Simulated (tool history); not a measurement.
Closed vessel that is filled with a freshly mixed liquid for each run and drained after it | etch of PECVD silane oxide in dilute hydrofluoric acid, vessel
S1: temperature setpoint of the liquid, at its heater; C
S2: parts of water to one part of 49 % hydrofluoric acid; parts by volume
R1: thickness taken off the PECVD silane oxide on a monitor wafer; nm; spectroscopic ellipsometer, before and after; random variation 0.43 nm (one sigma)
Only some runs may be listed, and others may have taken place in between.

{"run": 1, "hour": 0.0, "S1": 26.0, "S2": 105, "time in the liquid (s)": 90, "R1": 28.652}
{"run": 2, "hour": 6.8, "S1": 28.0, "S2": 100, "time in the liquid (s)": 90, "R1": 32.721}
{"run": 3, "hour": 8.7, "S1": 29.5, "S2": 100, "time in the liquid (s)": 90, "R1": 34.527}
{"run": 4, "hour": 15.7, "S1": 29.5, "S2": 135, "time in the liquid (s)": 90, "R1": 24.103}
{"run": 5, "hour": 21.0, "S1": 29.5, "S2": 135, "time in the liquid (s)": 90, "R1": 24.238}
{"run": 6, "hour": 25.8, "S1": 29.5, "S2": 135, "time in the liquid (s)": 90, "R1": 24.535}
{"run": 7, "hour": 27.8, "S1": 30.5, "S2": 120, "time in the liquid (s)": 90, "R1": 28.221}

The next listed run, before its measurement:
{"run": 8, "hour": 29.9, "S1": 31.0, "S2": 110, "time in the liquid (s)": 90, "R1": "?"}

Run 8 came out at R1 32.355 nm.
